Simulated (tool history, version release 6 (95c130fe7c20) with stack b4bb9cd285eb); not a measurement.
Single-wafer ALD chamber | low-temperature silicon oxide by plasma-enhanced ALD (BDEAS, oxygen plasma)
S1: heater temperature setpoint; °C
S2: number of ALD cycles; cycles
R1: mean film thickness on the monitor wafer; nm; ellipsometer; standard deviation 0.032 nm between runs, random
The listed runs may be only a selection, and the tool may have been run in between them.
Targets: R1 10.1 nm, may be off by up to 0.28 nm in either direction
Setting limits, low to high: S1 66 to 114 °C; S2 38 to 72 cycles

run,hour,S1,S2,R1
1,0,90,55,8.4878
2,2.4,84,55,8.618
3,7.8,84,52,8.1766
4,11.3,83,55,8.7139
5,15.6,83,59,9.3105
6,19.9,90,59,9.0432
7,21.7,87,60,9.3672
8,22.4,87,60,9.3548
9,25.6,85,61,9.5789
10,30.1,84,62,9.7488
11,32.2,83,62,9.7703
12,38.3,82,62,9.8179

Which single option among these 4 for the next run brings every result within its allowed miss of target? Just one does.
A,44.4,86,60,?
B,44.4,75,59,?
C,44.4,99,68,?
D,44.4,78,60,?

move,R1
A,9.4202
B,9.6152
C,10.197
D,9.6805
A: the biggest miss grows against the last run
B: the biggest miss grows against the last run
C: hits every target within its allowed miss
D: the biggest miss grows against the last run
The right move is C.
